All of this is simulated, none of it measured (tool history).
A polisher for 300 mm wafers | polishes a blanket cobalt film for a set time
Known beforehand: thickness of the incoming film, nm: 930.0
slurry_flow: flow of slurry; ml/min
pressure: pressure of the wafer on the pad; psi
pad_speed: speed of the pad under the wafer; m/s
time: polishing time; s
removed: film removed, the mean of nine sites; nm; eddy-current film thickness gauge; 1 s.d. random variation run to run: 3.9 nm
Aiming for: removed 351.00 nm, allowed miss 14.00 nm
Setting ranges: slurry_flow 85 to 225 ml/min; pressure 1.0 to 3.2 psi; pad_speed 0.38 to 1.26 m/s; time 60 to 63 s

run,day,slurry_flow,pressure,pad_speed,time,removed
1,0.000,145,2.1,0.82,60,253.56
2,0.346,145,2.1,0.82,60,258.42
3,0.388,150,2.2,0.82,60,271.06
4,0.662,150,2.2,0.82,63,277.49
5,0.833,150,2.2,0.70,63,252.39
6,1.196,150,2.4,0.70,63,279.01
7,1.525,150,2.5,0.70,63,290.01
8,1.883,150,2.6,0.70,63,296.97
9,1.950,155,2.7,0.70,63,307.89
10,2.150,155,2.8,0.70,63,324.81
11,2.242,155,2.9,0.70,63,331.26

Which single option among these 5 for the next run brings every result within its allowed miss of target? Just one does.
A,2.333,155,2.4,1.00,63,?
B,2.333,135,3.0,0.70,61,?
C,2.333,170,3.2,0.80,61,?
D,2.333,145,2.9,0.68,63,?
E,2.333,155,2.8,0.64,62,?

move,removed
A,347.74
B,322.32
C,385.41
D,322.35
E,301.14
A: in spec on every target
B: misses by more than the last run did
C: takes the biggest miss from the last run beyond its target
D: misses by more than the last run did
E: misses by more than the last run did
Go with A: it meets all targets.
